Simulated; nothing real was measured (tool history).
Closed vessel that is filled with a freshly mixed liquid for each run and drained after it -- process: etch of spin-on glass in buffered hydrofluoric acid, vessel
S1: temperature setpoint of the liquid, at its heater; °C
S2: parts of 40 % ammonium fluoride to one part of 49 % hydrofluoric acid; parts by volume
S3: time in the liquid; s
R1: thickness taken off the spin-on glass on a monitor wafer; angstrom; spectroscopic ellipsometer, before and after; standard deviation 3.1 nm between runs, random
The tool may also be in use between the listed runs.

run	hour	S1	S2	S3	R1
1	0.0	22.0	8.5	100	3037.2
2	1.6	23.5	8.5	100	3335.4
3	4.1	23.5	8.5	100	3355.4
4	6.5	23.5	8.5	100	3329.3
5	11.9	21.0	8.5	100	2915.9
6	20.4	21.0	7.5	100	3326.8
7	27.4	22.0	7.5	100	3508.7
8	32.4	22.5	7.5	100	3569.8

Expected results for the next run?
9	38.7	22.5	7.5	100	?

Run 9 gave R1 3623.5 angstrom.
